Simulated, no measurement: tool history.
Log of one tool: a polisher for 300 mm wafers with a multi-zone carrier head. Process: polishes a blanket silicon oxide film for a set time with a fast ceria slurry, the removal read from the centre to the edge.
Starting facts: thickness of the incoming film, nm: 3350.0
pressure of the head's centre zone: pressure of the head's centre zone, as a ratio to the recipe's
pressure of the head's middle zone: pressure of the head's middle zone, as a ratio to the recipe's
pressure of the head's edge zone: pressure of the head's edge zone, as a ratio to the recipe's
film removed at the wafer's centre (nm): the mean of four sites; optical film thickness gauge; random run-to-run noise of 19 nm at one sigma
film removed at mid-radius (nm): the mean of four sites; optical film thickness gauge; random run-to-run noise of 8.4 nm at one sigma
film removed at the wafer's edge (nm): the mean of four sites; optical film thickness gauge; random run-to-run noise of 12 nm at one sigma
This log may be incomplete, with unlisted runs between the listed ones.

run  hour  flow of slurry (ml/min)  pressure of the head's centre zone  pressure of the head's middle zone  pressure of the head's edge zone  polishing time (s)  film removed at the wafer's centre (nm)  film removed at mid-radius (nm)  film removed at the wafer's edge (nm)
  1     0                      285                                   1                                   1                                 1                  81                                   1153.7                           1151.5                                 1102.6
  2   3.8                      285                                0.93                                   1                                 1                  81                                   1060.7                           1118.8                                 1115.2
  3   9.5                      300                                   1                                0.96                              1.05                  87                                   1242.8                           1174.3                                 1191.5
  4  13.2                      300                                   1                                0.93                              1.05                  87                                   1240.3                             1147                                 1219.5
  5  19.8                      300                                   1                                0.85                              1.05                  87                                   1230.8                           1072.6                                 1232.1
  6  26.2                      305                                1.04                                0.86                              1.07                  92                                   1378.7                           1137.5                                 1284.8
  7  27.6                      310                                1.06                                0.86                              1.09                  96                                     1455                           1198.8                                 1373.4

Forecast run 8:
  8  34.2                      320                                 1.1                                0.87                              1.11                  98                                        ?                                ?                                      ?

{"run 8": {"film removed at the wafer's centre (nm)": 1522.1, "film removed at mid-radius (nm)": 1216, "film removed at the wafer's edge (nm)": 1417.9}}
